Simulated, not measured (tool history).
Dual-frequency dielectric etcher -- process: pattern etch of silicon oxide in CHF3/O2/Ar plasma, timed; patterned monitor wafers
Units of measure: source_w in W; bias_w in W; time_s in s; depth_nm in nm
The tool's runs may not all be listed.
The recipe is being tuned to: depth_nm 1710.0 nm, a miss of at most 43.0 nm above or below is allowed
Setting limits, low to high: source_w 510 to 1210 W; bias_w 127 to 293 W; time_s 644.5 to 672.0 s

run 1 hour=0.0 | source_w=860 bias_w=210 time_s=644.5 | depth_nm=1496.7
run 2 hour=1.2 | source_w=720 bias_w=210 time_s=644.5 | depth_nm=1411.1
run 3 hour=4.1 | source_w=780 bias_w=215 time_s=645.5 | depth_nm=1459.1
run 4 hour=13.2 | source_w=830 bias_w=220 time_s=646.5 | depth_nm=1512.7
run 5 hour=22.1 | source_w=870 bias_w=223 time_s=647.0 | depth_nm=1546.5
run 6 hour=26.1 | source_w=900 bias_w=226 time_s=647.5 | depth_nm=1563.0
run 7 hour=33.5 | source_w=930 bias_w=229 time_s=648.0 | depth_nm=1604.7
run 8 hour=41.3 | source_w=950 bias_w=231 time_s=648.5 | depth_nm=1633.7
-- hour=43.1 bias power generator calibrated
run 9 hour=43.1 | source_w=960 bias_w=232 time_s=648.5 | depth_nm=1654.9

Pick the move, out of 5, that brings all results within their allowed miss; only one does.
run A hour=44.9 | source_w=980 bias_w=223 time_s=671.5 | depth_nm=?
run B hour=44.9 | source_w=820 bias_w=214 time_s=672.0 | depth_nm=?
run C hour=44.9 | source_w=950 bias_w=217 time_s=657.0 | depth_nm=?
run D hour=44.9 | source_w=1050 bias_w=231 time_s=672.0 | depth_nm=?
run E hour=44.9 | source_w=820 bias_w=258 time_s=644.5 | depth_nm=?

move=A depth_nm=1711.1
move=B depth_nm=1577.8
move=C depth_nm=1635.5
move=D depth_nm=1783.1
move=E depth_nm=1646.9
A: every result lands within tolerance
B: misses by more than the last run did
C: misses by more than the last run did
D: takes the result that was furthest off past its target
E: misses by more than the last run did
The right move is A.

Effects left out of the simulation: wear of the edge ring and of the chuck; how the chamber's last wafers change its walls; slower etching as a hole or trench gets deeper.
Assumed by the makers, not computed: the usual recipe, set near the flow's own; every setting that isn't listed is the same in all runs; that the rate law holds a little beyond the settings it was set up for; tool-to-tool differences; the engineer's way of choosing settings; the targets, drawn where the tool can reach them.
